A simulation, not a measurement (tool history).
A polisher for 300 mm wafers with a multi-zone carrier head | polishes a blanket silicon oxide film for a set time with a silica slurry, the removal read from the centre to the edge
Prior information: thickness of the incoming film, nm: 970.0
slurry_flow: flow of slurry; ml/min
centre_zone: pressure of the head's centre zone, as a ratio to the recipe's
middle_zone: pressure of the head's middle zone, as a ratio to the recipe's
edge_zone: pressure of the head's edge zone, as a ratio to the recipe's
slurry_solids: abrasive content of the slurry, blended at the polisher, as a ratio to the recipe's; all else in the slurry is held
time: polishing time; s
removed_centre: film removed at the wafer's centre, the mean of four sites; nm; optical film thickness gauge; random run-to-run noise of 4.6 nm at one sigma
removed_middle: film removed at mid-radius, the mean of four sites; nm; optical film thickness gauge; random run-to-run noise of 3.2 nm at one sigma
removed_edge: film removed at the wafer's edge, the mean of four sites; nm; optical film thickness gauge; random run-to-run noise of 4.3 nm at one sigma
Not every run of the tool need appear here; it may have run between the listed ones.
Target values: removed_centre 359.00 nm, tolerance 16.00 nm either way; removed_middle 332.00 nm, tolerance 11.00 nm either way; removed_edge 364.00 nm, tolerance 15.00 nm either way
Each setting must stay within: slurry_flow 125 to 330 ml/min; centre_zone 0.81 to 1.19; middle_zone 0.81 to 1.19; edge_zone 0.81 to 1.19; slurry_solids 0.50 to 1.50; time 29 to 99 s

Run 1, hour 0.0: slurry_flow 210 ml/min, centre_zone 1.00, middle_zone 1.00, edge_zone 1.00, slurry_solids 1.00, time 64 s. Result: removed_centre 276.65 nm, removed_middle 277.08 nm, removed_edge 282.32 nm.
Run 2, hour 8.8: slurry_flow 210 ml/min, centre_zone 1.06, middle_zone 1.00, edge_zone 1.00, slurry_solids 1.00, time 64 s. Result: removed_centre 291.78 nm, removed_middle 283.13 nm, removed_edge 283.74 nm.
Run 3, hour 13.8: slurry_flow 210 ml/min, centre_zone 1.06, middle_zone 0.93, edge_zone 1.00, slurry_solids 1.00, time 64 s. Result: removed_centre 294.96 nm, removed_middle 267.05 nm, removed_edge 285.11 nm.
Run 4, hour 22.6: slurry_flow 210 ml/min, centre_zone 1.06, middle_zone 0.93, edge_zone 1.00, slurry_solids 1.20, time 64 s. Result: removed_centre 319.20 nm, removed_middle 292.22 nm, removed_edge 309.74 nm.
Run 5, hour 24.2: slurry_flow 210 ml/min, centre_zone 1.06, middle_zone 0.93, edge_zone 1.00, slurry_solids 1.10, time 64 s. Result: removed_centre 303.70 nm, removed_middle 277.70 nm, removed_edge 303.86 nm.
Run 6, hour 31.1: slurry_flow 215 ml/min, centre_zone 1.07, middle_zone 0.94, edge_zone 1.02, slurry_solids 1.15, time 64 s. Result: removed_centre 318.65 nm, removed_middle 285.51 nm, removed_edge 303.49 nm.
Run 7, hour 33.5: slurry_flow 215 ml/min, centre_zone 1.06, middle_zone 0.94, edge_zone 1.02, slurry_solids 1.20, time 65 s. Result: removed_centre 328.56 nm, removed_middle 303.75 nm, removed_edge 322.25 nm.
Run 8, hour 34.8: slurry_flow 220 ml/min, centre_zone 1.06, middle_zone 0.94, edge_zone 1.04, slurry_solids 1.20, time 65 s. Result: removed_centre 327.68 nm, removed_middle 299.65 nm, removed_edge 318.00 nm.

Which single option among these 4 for the next run brings every result within its allowed miss of target? Just one does.
Run A, hour 36.1: slurry_flow 125 ml/min, centre_zone 0.82, middle_zone 0.81, edge_zone 1.00, slurry_solids 1.45, time 80 s. Result: removed_centre ?, removed_middle ?, removed_edge ?.
Run B, hour 36.1: slurry_flow 185 ml/min, centre_zone 0.82, middle_zone 0.82, edge_zone 1.04, slurry_solids 1.05, time 87 s. Result: removed_centre ?, removed_middle ?, removed_edge ?.
Run C, hour 36.1: slurry_flow 195 ml/min, centre_zone 1.01, middle_zone 0.90, edge_zone 0.98, slurry_solids 1.30, time 73 s. Result: removed_centre ?, removed_middle ?, removed_edge ?.
Run D, hour 36.1: slurry_flow 170 ml/min, centre_zone 0.99, middle_zone 1.12, edge_zone 0.92, slurry_solids 0.95, time 76 s. Result: removed_centre ?, removed_middle ?, removed_edge ?.

move  removed_centre  removed_middle  removed_edge
   A          303.03          316.84        396.18
   B          311.30          324.83        397.97
   C          363.54          331.06        366.48
   D          304.81          341.26        308.01
A: the result that was furthest off in the last run now lies on the other side of its target
B: the result that was furthest off in the last run now lies on the other side of its target
C: each result inside its tolerance
D: its largest miss is bigger than the last run's
Move C is the one to make.

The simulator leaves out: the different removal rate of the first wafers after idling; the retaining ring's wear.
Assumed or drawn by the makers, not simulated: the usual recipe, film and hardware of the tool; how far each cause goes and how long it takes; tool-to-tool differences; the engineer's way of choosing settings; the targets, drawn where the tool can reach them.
